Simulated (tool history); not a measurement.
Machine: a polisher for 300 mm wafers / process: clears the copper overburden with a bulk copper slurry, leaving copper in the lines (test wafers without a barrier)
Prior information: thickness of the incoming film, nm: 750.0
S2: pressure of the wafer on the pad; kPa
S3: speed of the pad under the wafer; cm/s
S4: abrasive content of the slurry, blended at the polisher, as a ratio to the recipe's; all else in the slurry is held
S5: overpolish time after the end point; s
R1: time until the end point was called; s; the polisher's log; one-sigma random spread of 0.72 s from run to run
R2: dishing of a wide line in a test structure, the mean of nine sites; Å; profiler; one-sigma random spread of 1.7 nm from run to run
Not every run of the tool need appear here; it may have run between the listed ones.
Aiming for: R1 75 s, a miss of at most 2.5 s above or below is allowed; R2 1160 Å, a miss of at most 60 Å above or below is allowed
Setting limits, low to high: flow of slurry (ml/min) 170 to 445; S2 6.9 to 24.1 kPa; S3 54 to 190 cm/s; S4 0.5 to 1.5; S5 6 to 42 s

{"run": 1, "day": 0.0, "flow of slurry (ml/min)": 285, "S2": 15.2, "S3": 122, "S4": 1, "S5": 21, "R1": 105.82, "R2": 783.66}
{"run": 2, "day": 0.033, "flow of slurry (ml/min)": 285, "S2": 15.2, "S3": 122, "S4": 1, "S5": 25, "R1": 107, "R2": 866.2}
{"run": 3, "day": 0.133, "flow of slurry (ml/min)": 285, "S2": 15.9, "S3": 122, "S4": 1, "S5": 25, "R1": 102.4, "R2": 893.85}
{"run": 4, "day": 0.283, "flow of slurry (ml/min)": 285, "S2": 15.9, "S3": 122, "S4": 1, "S5": 18, "R1": 103.28, "R2": 740.18}
{"run": 5, "day": 0.608, "flow of slurry (ml/min)": 285, "S2": 16.5, "S3": 122, "S4": 1, "S5": 19, "R1": 98.748, "R2": 781.96}
{"run": 6, "day": 0.75, "flow of slurry (ml/min)": 285, "S2": 16.5, "S3": 122, "S4": 1, "S5": 14, "R1": 98.929, "R2": 655.06}
{"run": 7, "day": 1.054, "flow of slurry (ml/min)": 285, "S2": 16.5, "S3": 122, "S4": 1, "S5": 14, "R1": 98.257, "R2": 648.17}
{"run": 8, "day": 1.392, "flow of slurry (ml/min)": 285, "S2": 16.5, "S3": 122, "S4": 1, "S5": 14, "R1": 100.03, "R2": 668.61}
{"run": 9, "day": 1.638, "flow of slurry (ml/min)": 285, "S2": 20.7, "S3": 120, "S4": 1, "S5": 24, "R1": 82.137, "R2": 1063}
{"run": 10, "day": 1.671, "flow of slurry (ml/min)": 290, "S2": 21.4, "S3": 120, "S4": 1, "S5": 24, "R1": 77.913, "R2": 1084.5}

Which single option among these 5 for the next run brings every result within its allowed miss of target? Just one does.
{"run": "A", "day": 1.704, "flow of slurry (ml/min)": 290, "S2": 24.1, "S3": 98, "S4": 1.15, "S5": 22, "R1": "?", "R2": "?"}
{"run": "B", "day": 1.704, "flow of slurry (ml/min)": 315, "S2": 21.4, "S3": 108, "S4": 1.2, "S5": 26, "R1": "?", "R2": "?"}
{"run": "C", "day": 1.704, "flow of slurry (ml/min)": 345, "S2": 19.3, "S3": 136, "S4": 1, "S5": 30, "R1": "?", "R2": "?"}
{"run": "D", "day": 1.704, "flow of slurry (ml/min)": 380, "S2": 22.8, "S3": 104, "S4": 1.15, "S5": 22, "R1": "?", "R2": "?"}
{"run": "E", "day": 1.704, "flow of slurry (ml/min)": 290, "S2": 23.4, "S3": 116, "S4": 0.9, "S5": 20, "R1": "?", "R2": "?"}

move=A R1=83.227 R2=1034.7
move=B R1=83.949 R2=1103.1
move=C R1=75.705 R2=1202.3
move=D R1=80.918 R2=1042
move=E R1=75.713 R2=1030.1
A: misses by more than the last run did
B: puts the biggest miss on target and leaves a different result outside tolerance
C: meets every target
D: misses by more than the last run did
E: misses by more than the last run did
So the answer is move C, the one that meets all the targets.
